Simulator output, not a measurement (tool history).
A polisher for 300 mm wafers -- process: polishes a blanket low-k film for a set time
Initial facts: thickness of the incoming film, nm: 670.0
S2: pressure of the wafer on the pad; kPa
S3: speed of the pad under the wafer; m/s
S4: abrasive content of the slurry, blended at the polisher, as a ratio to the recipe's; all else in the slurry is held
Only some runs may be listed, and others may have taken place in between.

run 1 hour=0 | flow_of_slurry_(ml/min)=255 S2=11 S3=0.92 S4=1 polishing_time_(s)=48 | film_removed_(angstrom)=115.18
run 2 hour=5.6 | flow_of_slurry_(ml/min)=255 S2=9.7 S3=0.92 S4=1 polishing_time_(s)=48 | film_removed_(angstrom)=101.8
run 3 hour=9.8 | flow_of_slurry_(ml/min)=255 S2=9.7 S3=0.76 S4=1 polishing_time_(s)=48 | film_removed_(angstrom)=88.239
run 4 hour=16.6 | flow_of_slurry_(ml/min)=305 S2=9.7 S3=0.76 S4=1 polishing_time_(s)=48 | film_removed_(angstrom)=89.806
run 5 hour=20.5 | flow_of_slurry_(ml/min)=360 S2=9.7 S3=0.76 S4=1 polishing_time_(s)=48 | film_removed_(angstrom)=90.187
run 6 hour=25.9 | flow_of_slurry_(ml/min)=360 S2=8.3 S3=0.76 S4=1 polishing_time_(s)=48 | film_removed_(angstrom)=79.171
run 7 hour=32.7 | flow_of_slurry_(ml/min)=360 S2=7.6 S3=0.76 S4=1 polishing_time_(s)=48 | film_removed_(angstrom)=73.133

Predict the results of run 8:
run 8 hour=39.1 | flow_of_slurry_(ml/min)=345 S2=6.2 S3=0.76 S4=1 polishing_time_(s)=48 | film_removed_(angstrom)=?

Run 8 came out at film removed (angstrom) 59.188.
